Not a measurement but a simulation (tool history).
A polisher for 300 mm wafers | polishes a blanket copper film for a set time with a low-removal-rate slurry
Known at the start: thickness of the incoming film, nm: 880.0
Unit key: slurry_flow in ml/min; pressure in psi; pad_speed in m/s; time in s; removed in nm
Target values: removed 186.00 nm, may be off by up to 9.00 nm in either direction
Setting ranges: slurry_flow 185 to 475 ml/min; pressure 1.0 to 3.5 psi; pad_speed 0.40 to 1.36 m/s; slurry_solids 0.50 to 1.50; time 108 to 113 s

run 1 hour=0.0 | slurry_flow=305 pressure=2.2 pad_speed=0.88 slurry_solids=1.00 time=108 | removed=245.30
run 2 hour=6.2 | slurry_flow=305 pressure=2.1 pad_speed=0.88 slurry_solids=1.00 time=108 | removed=229.40
run 3 hour=6.9 | slurry_flow=365 pressure=2.1 pad_speed=0.88 slurry_solids=1.00 time=108 | removed=235.81
run 4 hour=11.2 | slurry_flow=365 pressure=2.1 pad_speed=0.88 slurry_solids=1.10 time=108 | removed=239.18
run 5 hour=16.7 | slurry_flow=365 pressure=2.0 pad_speed=0.88 slurry_solids=1.10 time=108 | removed=229.95
run 6 hour=21.9 | slurry_flow=365 pressure=1.9 pad_speed=0.88 slurry_solids=1.10 time=108 | removed=216.97
run 7 hour=26.0 | slurry_flow=365 pressure=1.8 pad_speed=0.88 slurry_solids=1.10 time=108 | removed=206.95
run 8 hour=28.2 | slurry_flow=365 pressure=1.7 pad_speed=0.88 slurry_solids=1.10 time=108 | removed=198.63
run 9 hour=31.4 | slurry_flow=365 pressure=1.5 pad_speed=0.88 slurry_solids=1.10 time=108 | removed=173.74

Consider the 5 candidate settings below. Which is the only one whose results all fall within their allowed miss of target?
run A hour=34.6 | slurry_flow=400 pressure=1.5 pad_speed=0.88 slurry_solids=1.05 time=113 | removed=?
run B hour=34.6 | slurry_flow=330 pressure=1.5 pad_speed=0.82 slurry_solids=1.10 time=108 | removed=?
run C hour=34.6 | slurry_flow=420 pressure=1.3 pad_speed=0.90 slurry_solids=1.10 time=108 | removed=?
run D hour=34.6 | slurry_flow=285 pressure=1.9 pad_speed=0.82 slurry_solids=1.05 time=113 | removed=?
run E hour=34.6 | slurry_flow=290 pressure=1.5 pad_speed=1.22 slurry_solids=0.75 time=108 | removed=?

move=A removed=183.20
move=B removed=163.05
move=C removed=158.39
move=D removed=209.11
move=E removed=216.58
A: hits every target within its allowed miss
B: lands further from the targets than the last run did
C: lands further from the targets than the last run did
D: carries the result that was furthest off beyond its target, to the other side
E: carries the result that was furthest off beyond its target, to the other side
The right move is A.
